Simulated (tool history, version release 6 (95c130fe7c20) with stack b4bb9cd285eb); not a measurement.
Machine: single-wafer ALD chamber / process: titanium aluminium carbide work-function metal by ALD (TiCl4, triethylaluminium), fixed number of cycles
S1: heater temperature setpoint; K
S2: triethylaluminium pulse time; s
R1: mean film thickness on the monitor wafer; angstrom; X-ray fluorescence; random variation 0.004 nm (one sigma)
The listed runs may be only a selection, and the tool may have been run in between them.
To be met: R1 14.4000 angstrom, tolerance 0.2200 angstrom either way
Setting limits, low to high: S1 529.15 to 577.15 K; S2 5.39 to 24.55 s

Run 1, hour 0.0: S1 553.15 K, S2 14.97 s. Result: R1 17.0960 angstrom.
Run 2, hour 6.1: S1 553.15 K, S2 19.21 s. Result: R1 17.1580 angstrom.
Run 3, hour 9.5: S1 550.15 K, S2 17.32 s. Result: R1 16.7910 angstrom.
Run 4, hour 10.3: S1 550.15 K, S2 19.08 s. Result: R1 16.8740 angstrom.
Run 5, hour 19.1: S1 560.15 K, S2 19.08 s. Result: R1 17.7480 angstrom.
Run 6, hour 25.7: S1 556.15 K, S2 17.21 s. Result: R1 17.4270 angstrom.
Run 7, hour 26.8: S1 552.15 K, S2 15.60 s. Result: R1 17.0280 angstrom.
Run 8, hour 31.5: S1 549.15 K, S2 14.21 s. Result: R1 16.5910 angstrom.
Run 9, hour 36.0: S1 546.15 K, S2 13.01 s. Result: R1 16.3030 angstrom.
Run 10, hour 40.8: S1 544.15 K, S2 11.97 s. Result: R1 15.9090 angstrom.
Run 11, hour 48.0: S1 542.15 K, S2 11.82 s. Result: R1 15.7210 angstrom.
Run 12, hour 54.7: S1 540.15 K, S2 11.71 s. Result: R1 15.3790 angstrom.
Run 13, hour 58.6: S1 539.15 K, S2 11.67 s. Result: R1 15.3830 angstrom.
Run 14, hour 65.5: S1 539.15 K, S2 11.67 s. Result: R1 15.4050 angstrom.
Run 15, hour 73.4: S1 538.15 K, S2 11.59 s. Result: R1 15.3370 angstrom.
Run 16, hour 82.0: S1 537.15 K, S2 11.31 s. Result: R1 15.0800 angstrom.
Run 17, hour 86.8: S1 536.15 K, S2 11.28 s. Result: R1 15.0690 angstrom.
Run 18, hour 87.5: S1 529.15 K, S2 6.49 s. Result: R1 8.1088 angstrom.
Run 19, hour 92.8: S1 541.15 K, S2 6.56 s. Result: R1 8.9333 angstrom.
Run 20, hour 100.4: S1 553.15 K, S2 11.35 s. Result: R1 16.5390 angstrom.
Run 21, hour 108.1: S1 551.15 K, S2 11.28 s. Result: R1 16.2010 angstrom.

Next run, 5 choices. One meets every target within its allowed miss, the rest don't. Which?
Run A, hour 115.8: S1 551.15 K, S2 14.15 s. Result: R1 ?.
Run B, hour 115.8: S1 556.15 K, S2 14.63 s. Result: R1 ?.
Run C, hour 115.8: S1 548.15 K, S2 9.83 s. Result: R1 ?.
Run D, hour 115.8: S1 535.15 K, S2 10.19 s. Result: R1 ?.
Run E, hour 115.8: S1 566.15 K, S2 13.19 s. Result: R1 ?.

move       R1
   A  16.8860
   B  17.3740
   C  15.3910
   D  14.5300
   E  18.1520
A: further off than the last run
B: further off than the last run
C: an improvement on the last run, though not all results are within tolerance
D: all results land within tolerance of their targets
E: further off than the last run
D meets every target.
